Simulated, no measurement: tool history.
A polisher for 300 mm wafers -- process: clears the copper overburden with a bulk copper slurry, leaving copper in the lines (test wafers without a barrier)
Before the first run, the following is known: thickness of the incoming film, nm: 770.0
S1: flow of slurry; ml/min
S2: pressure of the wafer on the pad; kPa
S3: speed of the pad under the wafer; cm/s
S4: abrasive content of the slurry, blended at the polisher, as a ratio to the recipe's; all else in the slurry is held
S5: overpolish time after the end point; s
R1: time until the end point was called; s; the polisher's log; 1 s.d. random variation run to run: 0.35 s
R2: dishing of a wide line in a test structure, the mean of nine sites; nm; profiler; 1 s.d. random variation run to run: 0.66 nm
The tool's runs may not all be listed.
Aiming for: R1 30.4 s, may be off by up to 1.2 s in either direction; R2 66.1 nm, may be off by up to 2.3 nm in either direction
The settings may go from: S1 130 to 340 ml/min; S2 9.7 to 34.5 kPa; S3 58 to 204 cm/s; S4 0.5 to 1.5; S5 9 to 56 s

run,hour,S1,S2,S3,S4,S5,R1,R2
1,0,220,22.1,130,1,29,49.851,62.905
2,3.3,195,22.1,130,1,29,51.196,63.472
3,9.1,195,22.1,130,1.1,29,50.052,62.289
4,13.8,195,26.9,130,1.1,29,41.784,65.715
5,19.5,155,26.9,130,1.1,29,42.416,65.818
6,25.9,155,26.9,130,1.1,17,42.553,63.57
7,29.3,155,27.6,132,1.1,16,40.793,65.336
8,32.4,155,28.3,134,1.15,15,38.84,63.826
9,34.3,155,28.3,134,1.15,15,38.287,64.236
10,36.9,155,29,134,1.15,14,37.5,64.082
11,42.4,155,29.6,134,1.15,14,37.138,63.854
12,50.9,155,30.3,134,1.15,14,36.549,64.577
13,59.6,155,31,136,1.15,14,35.308,65.079

Which single option among these 4 for the next run brings every result within its allowed miss of target? Just one does.
A,68.3,175,26.9,170,1.4,9,?,?
B,68.3,135,34.5,138,1.3,18,?,?
C,68.3,260,31.7,170,0.9,14,?,?
D,68.3,175,31,110,1.15,15,?,?

move,R1,R2
A,30.102,61.115
B,29.987,67.008
C,26.928,65.949
D,41.464,64.048
A: meets the target for the result that was furthest off, but another lies outside its allowed miss
B: every result lands within tolerance
C: takes the result that was furthest off past its target
D: further off than the last run
Go with B: it meets all targets.

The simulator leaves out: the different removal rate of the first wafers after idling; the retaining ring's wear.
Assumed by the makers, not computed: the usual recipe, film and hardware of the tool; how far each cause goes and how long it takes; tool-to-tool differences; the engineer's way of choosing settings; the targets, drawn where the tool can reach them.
